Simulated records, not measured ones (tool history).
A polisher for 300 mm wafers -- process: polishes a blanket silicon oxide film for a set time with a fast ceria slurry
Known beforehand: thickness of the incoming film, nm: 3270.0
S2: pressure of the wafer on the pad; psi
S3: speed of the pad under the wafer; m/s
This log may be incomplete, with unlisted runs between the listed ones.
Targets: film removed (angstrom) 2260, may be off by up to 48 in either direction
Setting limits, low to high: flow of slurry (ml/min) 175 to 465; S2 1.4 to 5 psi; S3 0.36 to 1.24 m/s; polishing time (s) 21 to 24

Run 1, hour 0: flow of slurry (ml/min) 295, S2 3.2 psi, S3 0.8 m/s, polishing time (s) 24. Result: film removed (angstrom) 2905.
Run 2, hour 4.4: flow of slurry (ml/min) 295, S2 3.2 psi, S3 0.8 m/s, polishing time (s) 21. Result: film removed (angstrom) 2554.9.
Run 3, hour 8.9: flow of slurry (ml/min) 295, S2 3.6 psi, S3 0.8 m/s, polishing time (s) 21. Result: film removed (angstrom) 2890.7.
Run 4, hour 10.2: flow of slurry (ml/min) 295, S2 3.6 psi, S3 0.96 m/s, polishing time (s) 21. Result: film removed (angstrom) 3422.9.
Run 5, hour 13.9: flow of slurry (ml/min) 295, S2 3.6 psi, S3 0.78 m/s, polishing time (s) 21. Result: film removed (angstrom) 2806.7.
Run 6, hour 17.7: flow of slurry (ml/min) 290, S2 3.5 psi, S3 0.78 m/s, polishing time (s) 21. Result: film removed (angstrom) 2712.3.
Run 7, hour 25.6: flow of slurry (ml/min) 265, S2 2.8 psi, S3 0.78 m/s, polishing time (s) 21. Result: film removed (angstrom) 2169.2.
Run 8, hour 28.4: flow of slurry (ml/min) 270, S2 2.8 psi, S3 0.78 m/s, polishing time (s) 21. Result: film removed (angstrom) 2195.4.
Run 9, hour 30.9: flow of slurry (ml/min) 275, S2 2.8 psi, S3 0.78 m/s, polishing time (s) 21. Result: film removed (angstrom) 2183.2.
Run 10, hour 32.3: flow of slurry (ml/min) 280, S2 2.8 psi, S3 0.78 m/s, polishing time (s) 21. Result: film removed (angstrom) 2185.8.
Run 11, hour 38.4: flow of slurry (ml/min) 285, S2 2.8 psi, S3 0.78 m/s, polishing time (s) 21. Result: film removed (angstrom) 2208.8.
Run 12, hour 38.9: flow of slurry (ml/min) 285, S2 2.8 psi, S3 0.78 m/s, polishing time (s) 21. Result: film removed (angstrom) 2171.2.

Pick the move, out of 5, that brings all results within their allowed miss; only one does.
Run A, hour 39.4: flow of slurry (ml/min) 295, S2 2.2 psi, S3 0.92 m/s, polishing time (s) 21. Result: film removed (angstrom) ?.
Run B, hour 39.4: flow of slurry (ml/min) 295, S2 2.7 psi, S3 0.76 m/s, polishing time (s) 21. Result: film removed (angstrom) ?.
Run C, hour 39.4: flow of slurry (ml/min) 270, S2 3.1 psi, S3 0.6 m/s, polishing time (s) 24. Result: film removed (angstrom) ?.
Run D, hour 39.4: flow of slurry (ml/min) 260, S2 2.3 psi, S3 0.86 m/s, polishing time (s) 24. Result: film removed (angstrom) ?.
Run E, hour 39.4: flow of slurry (ml/min) 335, S2 2.9 psi, S3 0.8 m/s, polishing time (s) 21. Result: film removed (angstrom) ?.

move  film removed (angstrom)
   A                   2057.9
   B                   2081.1
   C                   2153.6
   D                   2282.4
   E                   2359.6
A: its largest miss is bigger than the last run's
B: its largest miss is bigger than the last run's
C: its largest miss is bigger than the last run's
D: all results land within tolerance of their targets
E: the result that was furthest off in the last run now lies on the other side of its target
Move D is the one to make.

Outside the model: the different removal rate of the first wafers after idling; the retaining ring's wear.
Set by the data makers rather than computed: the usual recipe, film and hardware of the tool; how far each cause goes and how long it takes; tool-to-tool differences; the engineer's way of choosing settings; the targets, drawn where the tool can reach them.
